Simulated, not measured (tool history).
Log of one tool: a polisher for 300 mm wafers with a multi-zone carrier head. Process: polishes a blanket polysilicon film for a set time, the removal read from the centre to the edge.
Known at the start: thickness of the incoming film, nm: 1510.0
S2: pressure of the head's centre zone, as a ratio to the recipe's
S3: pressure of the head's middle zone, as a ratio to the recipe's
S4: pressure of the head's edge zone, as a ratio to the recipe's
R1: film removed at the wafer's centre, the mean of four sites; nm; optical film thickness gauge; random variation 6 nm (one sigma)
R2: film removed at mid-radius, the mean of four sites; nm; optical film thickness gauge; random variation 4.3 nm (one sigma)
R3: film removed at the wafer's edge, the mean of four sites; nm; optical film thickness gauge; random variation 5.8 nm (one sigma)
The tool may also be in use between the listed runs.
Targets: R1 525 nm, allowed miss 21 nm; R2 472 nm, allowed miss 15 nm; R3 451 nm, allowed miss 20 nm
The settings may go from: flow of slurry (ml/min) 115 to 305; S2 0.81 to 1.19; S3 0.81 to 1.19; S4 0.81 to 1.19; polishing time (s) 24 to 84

{"run": 1, "hour": 0.0, "flow of slurry (ml/min)": 195, "S2": 1, "S3": 1, "S4": 1, "polishing time (s)": 54, "R1": 406.35, "R2": 390.08, "R3": 394.07}
{"run": 2, "hour": 5.6, "flow of slurry (ml/min)": 195, "S2": 1.06, "S3": 1, "S4": 1, "polishing time (s)": 54, "R1": 419.14, "R2": 392.83, "R3": 383.49}
{"run": 3, "hour": 11.5, "flow of slurry (ml/min)": 195, "S2": 1.06, "S3": 1, "S4": 1, "polishing time (s)": 44, "R1": 341.83, "R2": 317.15, "R3": 310.34}
{"run": 4, "hour": 19.8, "flow of slurry (ml/min)": 205, "S2": 1.07, "S3": 1.01, "S4": 1.01, "polishing time (s)": 46, "R1": 370.35, "R2": 339.88, "R3": 333.24}
{"run": 5, "hour": 27.3, "flow of slurry (ml/min)": 215, "S2": 1.08, "S3": 1.03, "S4": 1.03, "polishing time (s)": 47, "R1": 382.46, "R2": 356.98, "R3": 342.63}
{"run": 6, "hour": 28.5, "flow of slurry (ml/min)": 225, "S2": 1.09, "S3": 1.03, "S4": 1.05, "polishing time (s)": 48, "R1": 389.26, "R2": 363.51, "R3": 365.47}
{"run": 7, "hour": 31.1, "flow of slurry (ml/min)": 230, "S2": 1.11, "S3": 1.04, "S4": 1.05, "polishing time (s)": 49, "R1": 400.53, "R2": 374.48, "R3": 371.97}
{"run": 8, "hour": 39.4, "flow of slurry (ml/min)": 235, "S2": 1.12, "S3": 1.04, "S4": 1.04, "polishing time (s)": 51, "R1": 436.55, "R2": 386.75, "R3": 373.53}
{"run": 9, "hour": 45.7, "flow of slurry (ml/min)": 260, "S2": 1.17, "S3": 1.13, "S4": 1.14, "polishing time (s)": 59, "R1": 520.8, "R2": 491.31, "R3": 463.64}

Which of these 4 next moves meets every target?
{"run": "A", "hour": 52.0, "flow of slurry (ml/min)": 275, "S2": 1.15, "S3": 1.11, "S4": 1.11, "polishing time (s)": 61, "R1": "?", "R2": "?", "R3": "?"}
{"run": "B", "hour": 52.0, "flow of slurry (ml/min)": 255, "S2": 1.14, "S3": 1.16, "S4": 1.08, "polishing time (s)": 61, "R1": "?", "R2": "?", "R3": "?"}
{"run": "C", "hour": 52.0, "flow of slurry (ml/min)": 180, "S2": 1.14, "S3": 1.05, "S4": 1.03, "polishing time (s)": 63, "R1": "?", "R2": "?", "R3": "?"}
{"run": "D", "hour": 52.0, "flow of slurry (ml/min)": 200, "S2": 1.19, "S3": 1.14, "S4": 1.13, "polishing time (s)": 61, "R1": "?", "R2": "?", "R3": "?"}

move=A R1=532.02 R2=499.47 R3=469.89
move=B R1=524.37 R2=515.2 R3=460.69
move=C R1=519.93 R2=471.44 R3=453.17
move=D R1=528.32 R2=495.2 R3=462.99
A: further off than the last run
B: further off than the last run
C: meets every target
D: further off than the last run
The right move is C.

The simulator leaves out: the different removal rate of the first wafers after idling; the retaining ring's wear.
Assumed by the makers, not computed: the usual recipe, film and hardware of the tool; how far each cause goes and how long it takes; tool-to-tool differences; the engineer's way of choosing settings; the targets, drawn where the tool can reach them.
